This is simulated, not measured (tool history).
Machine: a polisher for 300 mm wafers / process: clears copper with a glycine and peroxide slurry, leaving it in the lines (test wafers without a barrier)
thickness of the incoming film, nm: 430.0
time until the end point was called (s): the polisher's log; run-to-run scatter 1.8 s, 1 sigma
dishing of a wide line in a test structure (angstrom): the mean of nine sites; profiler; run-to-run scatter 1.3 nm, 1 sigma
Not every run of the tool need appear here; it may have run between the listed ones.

run,hour,flow of slurry (ml/min),pressure of the wafer on the pad (psi),speed of the pad under the wafer (m/s),overpolish time after the end point (s),time until the end point was called (s),dishing of a wide line in a test structure (angstrom)
1,0.0,200,2.8,0.96,23,82.672,595.58
2,7.0,250,2.8,0.96,23,81.875,634.94
3,13.1,290,2.8,0.96,23,81.267,607.33
4,17.2,290,2.6,0.94,24,87.869,625.79
5,21.8,290,2.6,0.76,24,98.432,567.66
# hour 23.9: worn pad replaced by a new one
6,23.9,255,2.6,0.76,24,96.148,590.21
7,28.7,255,2.5,0.76,25,97.511,596.81

What will run 8 give?
8,33.1,255,2.4,0.76,25,?,?

{"run 8": {"time until the end point was called (s)": 99.751, "dishing of a wide line in a test structure (angstrom)": 571.03}}

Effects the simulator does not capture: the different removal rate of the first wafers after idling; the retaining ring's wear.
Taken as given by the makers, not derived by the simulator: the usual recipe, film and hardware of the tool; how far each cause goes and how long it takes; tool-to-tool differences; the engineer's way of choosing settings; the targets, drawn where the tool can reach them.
